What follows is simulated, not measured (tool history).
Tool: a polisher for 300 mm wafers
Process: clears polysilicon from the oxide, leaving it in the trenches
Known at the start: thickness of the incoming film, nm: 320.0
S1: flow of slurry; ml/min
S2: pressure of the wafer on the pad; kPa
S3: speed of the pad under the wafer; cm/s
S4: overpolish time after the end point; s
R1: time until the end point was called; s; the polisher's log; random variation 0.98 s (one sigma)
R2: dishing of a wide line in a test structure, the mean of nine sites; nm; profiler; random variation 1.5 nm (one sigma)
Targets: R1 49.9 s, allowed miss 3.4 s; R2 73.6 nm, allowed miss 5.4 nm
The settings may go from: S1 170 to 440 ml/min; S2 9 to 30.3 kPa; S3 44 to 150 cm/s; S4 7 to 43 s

{"run": 1, "hour": 0.0, "S1": 280, "S2": 19.3, "S3": 96, "S4": 22, "R1": 23.47, "R2": 78.836}
{"run": 2, "hour": 1.1, "S1": 210, "S2": 19.3, "S3": 96, "S4": 22, "R1": 24.113, "R2": 81.099}
{"run": 3, "hour": 6.9, "S1": 270, "S2": 19.3, "S3": 96, "S4": 22, "R1": 24.096, "R2": 81.774}
{"run": 4, "hour": 15.6, "S1": 270, "S2": 17.2, "S3": 92, "S4": 20, "R1": 26.634, "R2": 76.828}
{"run": 5, "hour": 23.6, "S1": 270, "S2": 17.2, "S3": 92, "S4": 12, "R1": 26.363, "R2": 68.42}
{"run": 6, "hour": 31.5, "S1": 270, "S2": 17.2, "S3": 114, "S4": 12, "R1": 22.831, "R2": 72.566}
{"run": 7, "hour": 39.8, "S1": 260, "S2": 15.2, "S3": 104, "S4": 15, "R1": 25.55, "R2": 72.332}
{"run": 8, "hour": 44.6, "S1": 250, "S2": 13.8, "S3": 92, "S4": 18, "R1": 29.891, "R2": 74.562}
{"run": 9, "hour": 50.4, "S1": 245, "S2": 12.4, "S3": 82, "S4": 19, "R1": 37.59, "R2": 74.234}
{"run": 10, "hour": 53.7, "S1": 245, "S2": 11.7, "S3": 80, "S4": 19, "R1": 38.729, "R2": 68.21}
{"run": 11, "hour": 59.7, "S1": 240, "S2": 11, "S3": 78, "S4": 22, "R1": 40.624, "R2": 74.312}
{"run": 12, "hour": 60.9, "S1": 240, "S2": 10.3, "S3": 76, "S4": 22, "R1": 40.888, "R2": 71.219}
{"run": 13, "hour": 66.9, "S1": 235, "S2": 10.3, "S3": 72, "S4": 23, "R1": 43.686, "R2": 71.82}

5 next moves are on the table. One of them brings every result within its allowed miss. Which?
{"run": "A", "hour": 72.9, "S1": 235, "S2": 14.5, "S3": 74, "S4": 18, "R1": "?", "R2": "?"}
{"run": "B", "hour": 72.9, "S1": 230, "S2": 9, "S3": 68, "S4": 26, "R1": "?", "R2": "?"}
{"run": "C", "hour": 72.9, "S1": 195, "S2": 15.9, "S3": 74, "S4": 18, "R1": "?", "R2": "?"}
{"run": "D", "hour": 72.9, "S1": 295, "S2": 9, "S3": 60, "S4": 21, "R1": "?", "R2": "?"}
{"run": "E", "hour": 72.9, "S1": 215, "S2": 9.7, "S3": 58, "S4": 20, "R1": "?", "R2": "?"}

move=A R1=36.281 R2=70.63
move=B R1=50.138 R2=71.484
move=C R1=35.253 R2=71.19
move=D R1=55.074 R2=64.673
move=E R1=56.907 R2=62.57
A: further off than the last run
B: meets every target
C: further off than the last run
D: takes the result that was furthest off past its target
E: takes the result that was furthest off past its target
Answer: B
